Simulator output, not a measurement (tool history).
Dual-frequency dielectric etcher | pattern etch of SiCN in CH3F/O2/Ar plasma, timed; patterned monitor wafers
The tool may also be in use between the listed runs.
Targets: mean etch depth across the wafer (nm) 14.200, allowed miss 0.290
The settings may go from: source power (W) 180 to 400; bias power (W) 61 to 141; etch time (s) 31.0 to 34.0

run	hour	source power (W)	bias power (W)	etch time (s)	mean etch depth across the wafer (nm)
1	0.0	290	101	34.0	12.664
2	2.1	290	95	34.0	12.480
3	8.4	290	95	34.0	12.396
4	16.6	310	97	34.0	12.793
5	21.6	290	97	34.0	12.518
6	24.0	340	97	34.0	13.383
7	33.0	350	98	34.0	13.552
8	38.9	360	99	34.0	13.762

Which of these 5 next moves meets every target?
A	44.8	330	119	32.5	?
B	44.8	370	95	32.5	?
C	44.8	370	115	33.0	?
D	44.8	380	87	33.5	?
E	44.8	390	94	32.0	?

move	mean etch depth across the wafer (nm)
A	13.535
B	13.126
C	14.222
D	13.290
E	13.157
A: further off than the last run
B: further off than the last run
C: meets every target
D: further off than the last run
E: further off than the last run
Move C is the one to make.
